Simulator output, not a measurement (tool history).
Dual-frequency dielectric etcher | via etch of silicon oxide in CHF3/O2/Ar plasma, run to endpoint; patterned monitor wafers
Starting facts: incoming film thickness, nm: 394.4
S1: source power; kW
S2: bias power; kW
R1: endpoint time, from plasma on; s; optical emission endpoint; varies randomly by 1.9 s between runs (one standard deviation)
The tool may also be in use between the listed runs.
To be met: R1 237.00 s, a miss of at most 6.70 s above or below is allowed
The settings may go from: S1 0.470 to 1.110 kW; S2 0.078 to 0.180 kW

run,hour,S1,S2,R1
1,0.0,0.790,0.129,202.98
2,6.0,0.730,0.129,209.17
3,8.7,0.730,0.109,220.12
4,15.3,0.860,0.109,209.30
5,21.0,0.810,0.109,214.48
6,30.0,0.690,0.109,222.94
7,33.2,0.660,0.107,227.24
8,41.7,0.660,0.107,228.66
9,46.5,0.650,0.106,228.87

Which one of the following 4 next-run settings gets every result inside its allowed miss? There is exactly one.
A,51.3,0.720,0.106,?
B,51.3,0.680,0.094,?
C,51.3,0.620,0.122,?
D,51.3,0.620,0.091,?

move,R1
A,223.34
B,237.74
C,219.07
D,246.45
A: moves away from the targets compared with the last run
B: all results in spec
C: moves away from the targets compared with the last run
D: takes the result that was furthest off past its target
The move that meets every target is B.
